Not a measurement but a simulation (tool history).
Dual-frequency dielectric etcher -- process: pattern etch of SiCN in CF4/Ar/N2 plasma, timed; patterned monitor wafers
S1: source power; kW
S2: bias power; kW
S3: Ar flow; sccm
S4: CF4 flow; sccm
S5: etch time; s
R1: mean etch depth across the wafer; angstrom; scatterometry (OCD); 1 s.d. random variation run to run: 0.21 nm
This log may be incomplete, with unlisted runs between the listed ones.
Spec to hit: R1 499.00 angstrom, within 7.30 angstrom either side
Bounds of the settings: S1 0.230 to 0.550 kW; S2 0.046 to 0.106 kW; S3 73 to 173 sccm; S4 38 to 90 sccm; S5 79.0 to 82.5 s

Run 1, day 0.000: S1 0.390 kW, S2 0.076 kW, S3 123 sccm, S4 64 sccm, S5 79.0 s. Result: R1 641.72 angstrom.
Run 2, day 0.225: S1 0.350 kW, S2 0.076 kW, S3 123 sccm, S4 64 sccm, S5 79.0 s. Result: R1 590.49 angstrom.
Run 3, day 0.271: S1 0.320 kW, S2 0.076 kW, S3 123 sccm, S4 64 sccm, S5 79.0 s. Result: R1 554.50 angstrom.
Run 4, day 0.583: S1 0.300 kW, S2 0.076 kW, S3 123 sccm, S4 64 sccm, S5 79.0 s. Result: R1 533.11 angstrom.
Run 5, day 0.625: S1 0.300 kW, S2 0.076 kW, S3 123 sccm, S4 64 sccm, S5 82.5 s. Result: R1 551.21 angstrom.
Run 6, day 0.767: S1 0.290 kW, S2 0.076 kW, S3 123 sccm, S4 64 sccm, S5 82.5 s. Result: R1 537.50 angstrom.
Run 7, day 1.071: S1 0.280 kW, S2 0.076 kW, S3 123 sccm, S4 64 sccm, S5 82.5 s. Result: R1 529.53 angstrom.
Run 8, day 1.412: S1 0.270 kW, S2 0.076 kW, S3 123 sccm, S4 64 sccm, S5 82.5 s. Result: R1 514.91 angstrom.

Exactly one of the 5 candidate moves below puts every result within its allowed miss. Which one?
Run A, day 1.754: S1 0.290 kW, S2 0.073 kW, S3 127 sccm, S4 61 sccm, S5 79.0 s. Result: R1 ?.
Run B, day 1.754: S1 0.310 kW, S2 0.071 kW, S3 121 sccm, S4 56 sccm, S5 82.5 s. Result: R1 ?.
Run C, day 1.754: S1 0.290 kW, S2 0.073 kW, S3 120 sccm, S4 68 sccm, S5 82.5 s. Result: R1 ?.
Run D, day 1.754: S1 0.250 kW, S2 0.072 kW, S3 129 sccm, S4 68 sccm, S5 82.5 s. Result: R1 ?.
Run E, day 1.754: S1 0.290 kW, S2 0.083 kW, S3 117 sccm, S4 58 sccm, S5 79.5 s. Result: R1 ?.

move      R1
   A  502.31
   B  541.75
   C  540.57
   D  477.16
   E  537.08
A: meets every target
B: misses by more than the last run did
C: misses by more than the last run did
D: the result that was furthest off in the last run now lies on the other side of its target
E: misses by more than the last run did
Answer: A
